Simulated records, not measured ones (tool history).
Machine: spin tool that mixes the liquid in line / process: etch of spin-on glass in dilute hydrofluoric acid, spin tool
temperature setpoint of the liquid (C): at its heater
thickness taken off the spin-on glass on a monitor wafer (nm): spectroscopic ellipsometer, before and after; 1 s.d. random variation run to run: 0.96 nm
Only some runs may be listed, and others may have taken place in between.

run	hour	temperature setpoint of the liquid (C)	parts of water to one part of 49 % hydrofluoric acid (parts by volume)	time under the liquid (s)	thickness taken off the spin-on glass on a monitor wafer (nm)
1	0.0	24.0	125	135	38.079
2	5.6	24.0	85	135	59.030
3	10.5	24.0	45	135	118.310
4	18.9	24.0	45	135	118.450
5	24.1	24.0	30	135	179.560
6	27.5	24.0	55	135	95.038
7	31.5	25.5	55	135	101.230
8	36.8	25.5	50	135	111.980
9	40.1	25.5	45	135	126.060
10	43.3	26.5	45	135	132.470
11	48.7	27.0	45	135	132.450
12	49.5	28.0	45	135	139.330
13	52.6	28.5	45	135	141.340
14	53.8	29.0	45	135	143.790

Run 15 has not been measured yet. What should we expect?
15	58.2	29.5	45	135	?

Run 15 gave thickness taken off the spin-on glass on a monitor wafer (nm) 147.090.

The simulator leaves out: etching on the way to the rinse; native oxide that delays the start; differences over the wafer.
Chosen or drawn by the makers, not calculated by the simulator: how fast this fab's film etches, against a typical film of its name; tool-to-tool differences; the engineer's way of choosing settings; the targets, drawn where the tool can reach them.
